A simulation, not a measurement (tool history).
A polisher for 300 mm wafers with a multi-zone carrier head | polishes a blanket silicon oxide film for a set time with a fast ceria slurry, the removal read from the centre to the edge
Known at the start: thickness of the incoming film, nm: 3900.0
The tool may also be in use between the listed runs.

| run | hour | flow of slurry (ml/min) | pressure of the head's centre zone | pressure of the head's middle zone | pressure of the head's edge zone | polishing time (s) | film removed at the wafer's centre (Å) | film removed at mid-radius (Å) | film removed at the wafer's edge (Å) |
|---|---|---|---|---|---|---|---|---|---|
| 1 | 0.0 | 195 | 1.00 | 1.00 | 1.00 | 73 | 16055 | 15454 | 15656 |
| 2 | 5.2 | 190 | 0.98 | 0.97 | 0.98 | 70 | 14902 | 14473 | 14985 |
| 3 | 11.9 | 190 | 0.98 | 1.04 | 0.98 | 70 | 15165 | 15117 | 14823 |
| 4 | 19.9 | 185 | 0.98 | 1.01 | 0.97 | 67 | 14174 | 14092 | 14055 |
| 5 | 27.1 | 185 | 1.04 | 1.01 | 0.97 | 67 | 15021 | 13988 | 13969 |
| 6 | 34.0 | 185 | 1.12 | 1.01 | 0.97 | 67 | 16117 | 14363 | 14051 |
| 7 | 35.3 | 180 | 1.09 | 0.98 | 0.96 | 65 | 15335 | 13666 | 13623 |
| 8 | 43.7 | 175 | 1.06 | 0.96 | 0.96 | 63 | 14201 | 12786 | 13147 |
| 9 | 48.3 | 170 | 1.04 | 0.94 | 0.95 | 62 | 13750 | 12079 | 12790 |

Run 10 comes next. What will it give?
| 10 | 55.7 | 165 | 1.02 | 0.94 | 0.94 | 62 | ? | ? | ? |

{"run 10": {"film removed at the wafer's centre (Å)": 13296, "film removed at mid-radius (Å)": 11958, "film removed at the wafer's edge (Å)": 12771}}

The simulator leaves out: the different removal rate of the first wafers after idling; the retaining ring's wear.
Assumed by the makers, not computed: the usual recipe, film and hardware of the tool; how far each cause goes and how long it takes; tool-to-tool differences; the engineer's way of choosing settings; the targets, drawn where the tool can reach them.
